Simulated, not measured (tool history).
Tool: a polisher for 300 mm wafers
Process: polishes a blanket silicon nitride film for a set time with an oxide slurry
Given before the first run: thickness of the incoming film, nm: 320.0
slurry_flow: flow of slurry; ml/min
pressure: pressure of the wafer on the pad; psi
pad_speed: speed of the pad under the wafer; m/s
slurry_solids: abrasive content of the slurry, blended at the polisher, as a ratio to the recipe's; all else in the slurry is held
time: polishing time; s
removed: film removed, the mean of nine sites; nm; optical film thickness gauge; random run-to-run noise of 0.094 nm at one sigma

| run | hour | slurry_flow | pressure | pad_speed | slurry_solids | time | removed |
|---|---|---|---|---|---|---|---|
| 1 | 0.0 | 185 | 3.2 | 1.22 | 1.00 | 18 | 7.2895 |
| 2 | 3.6 | 185 | 3.2 | 1.22 | 0.85 | 18 | 5.9950 |
| 3 | 11.1 | 185 | 3.2 | 1.04 | 0.85 | 18 | 5.4654 |
| 4 | 17.9 | 185 | 3.5 | 1.04 | 0.85 | 18 | 5.7839 |
| 5 | 20.3 | 185 | 3.8 | 1.06 | 0.85 | 18 | 6.4746 |
| 6 | 25.7 | 185 | 4.0 | 1.06 | 0.85 | 18 | 6.6914 |

What will run 7 give?
| 7 | 26.3 | 185 | 4.2 | 1.06 | 0.85 | 18 | ? |

Logged for run 7: removed 6.9290 nm.

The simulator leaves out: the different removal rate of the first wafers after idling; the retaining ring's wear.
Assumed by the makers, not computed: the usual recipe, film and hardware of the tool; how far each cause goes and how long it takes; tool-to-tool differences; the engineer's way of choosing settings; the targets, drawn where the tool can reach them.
